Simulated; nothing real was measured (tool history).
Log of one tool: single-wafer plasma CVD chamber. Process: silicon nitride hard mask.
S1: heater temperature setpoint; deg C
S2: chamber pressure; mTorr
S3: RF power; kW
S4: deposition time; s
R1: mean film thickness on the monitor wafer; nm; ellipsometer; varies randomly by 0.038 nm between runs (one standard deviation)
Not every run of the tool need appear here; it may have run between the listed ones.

{"run": 1, "hour": 0.0, "S1": 410, "S2": 1440, "S3": 0.29, "S4": 19.5, "R1": 23.089}
{"run": 2, "hour": 4.2, "S1": 410, "S2": 1340, "S3": 0.28, "S4": 19.5, "R1": 22.03}
{"run": 3, "hour": 12.8, "S1": 401, "S2": 1340, "S3": 0.28, "S4": 19.5, "R1": 22.03}
{"run": 4, "hour": 19.0, "S1": 401, "S2": 1340, "S3": 0.24, "S4": 19.5, "R1": 19.812}
{"run": 5, "hour": 23.0, "S1": 401, "S2": 1340, "S3": 0.24, "S4": 18.6, "R1": 18.89}
{"run": 6, "hour": 31.9, "S1": 401, "S2": 1290, "S3": 0.24, "S4": 18.6, "R1": 18.64}
{"run": 7, "hour": 39.3, "S1": 401, "S2": 1250, "S3": 0.24, "S4": 18.6, "R1": 18.375}
{"run": 8, "hour": 43.2, "S1": 401, "S2": 1230, "S3": 0.24, "S4": 18.6, "R1": 18.237}
{"run": 9, "hour": 45.7, "S1": 401, "S2": 1210, "S3": 0.24, "S4": 18.6, "R1": 18.121}

Run 10 comes next. What will it give?
{"run": 10, "hour": 47.6, "S1": 401, "S2": 1200, "S3": 0.24, "S4": 18.6, "R1": "?"}

R1: 18.075 nm
